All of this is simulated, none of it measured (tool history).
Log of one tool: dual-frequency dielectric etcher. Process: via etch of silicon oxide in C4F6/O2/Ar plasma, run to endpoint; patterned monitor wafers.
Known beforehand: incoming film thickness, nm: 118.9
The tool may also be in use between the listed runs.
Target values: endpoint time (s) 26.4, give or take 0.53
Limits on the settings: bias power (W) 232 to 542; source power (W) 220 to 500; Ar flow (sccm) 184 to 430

run,day,bias power (W),source power (W),Ar flow (sccm),endpoint time (s)
1,0,387,360,307,28.842
2,0.171,398,360,307,28.48
3,0.396,398,360,286,28.218
4,0.558,406,360,286,28.159
5,0.65,370,360,286,29.127
6,0.854,382,360,286,28.773
7,0.958,392,360,286,28.254
8,1.292,400,360,286,28.162
9,1.442,408,360,286,27.859
10,1.642,414,360,286,27.809
11,1.867,420,360,286,27.757

Below are 5 possible settings for the next run. Only one of them brings all results inside the allowed miss of their targets. Which is it?
A,2.092,405,360,248,?
B,2.092,446,350,296,?
C,2.092,370,380,248,?
D,2.092,341,360,273,?
E,2.092,484,380,376,?

move,endpoint time (s)
A,27.699
B,27.456
C,28.108
D,29.844
E,26.477
A: neither nearer nor further off than the last run
B: nearer the targets than the last run, but a result is still out of spec
C: lands further from the targets than the last run did
D: lands further from the targets than the last run did
E: all results land within tolerance of their targets
The move that meets every target is E.

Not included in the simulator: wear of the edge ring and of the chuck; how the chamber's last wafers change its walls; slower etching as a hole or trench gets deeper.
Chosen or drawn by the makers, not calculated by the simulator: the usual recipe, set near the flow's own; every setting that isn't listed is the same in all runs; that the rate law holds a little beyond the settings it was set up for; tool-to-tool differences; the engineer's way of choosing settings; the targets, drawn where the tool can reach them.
